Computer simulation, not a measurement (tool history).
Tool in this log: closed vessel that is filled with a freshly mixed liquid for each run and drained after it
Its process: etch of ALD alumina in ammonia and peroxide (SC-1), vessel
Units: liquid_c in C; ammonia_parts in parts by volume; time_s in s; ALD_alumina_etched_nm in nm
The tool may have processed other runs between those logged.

Run 1, day 0: liquid_c 55 C, ammonia_parts 0.7 parts by volume, time_s 140 s. Result: ALD_alumina_etched_nm 8.6584 nm.
Run 2, day 0.221: liquid_c 58 C, ammonia_parts 0.7 parts by volume, time_s 140 s. Result: ALD_alumina_etched_nm 10.318 nm.
Run 3, day 0.442: liquid_c 58 C, ammonia_parts 0.8 parts by volume, time_s 140 s. Result: ALD_alumina_etched_nm 10.384 nm.
Run 4, day 0.771: liquid_c 58 C, ammonia_parts 0.8 parts by volume, time_s 140 s. Result: ALD_alumina_etched_nm 10.304 nm.
Run 5, day 0.954: liquid_c 58 C, ammonia_parts 0.7 parts by volume, time_s 140 s. Result: ALD_alumina_etched_nm 10.181 nm.
Run 6, day 1.104: liquid_c 58 C, ammonia_parts 0.95 parts by volume, time_s 140 s. Result: ALD_alumina_etched_nm 10.499 nm.

Run 7 has not been measured yet. What should we expect?
Run 7, day 1.262: liquid_c 60 C, ammonia_parts 0.95 parts by volume, time_s 140 s. Result: ALD_alumina_etched_nm ?.

ALD_alumina_etched_nm: 11.528 nm
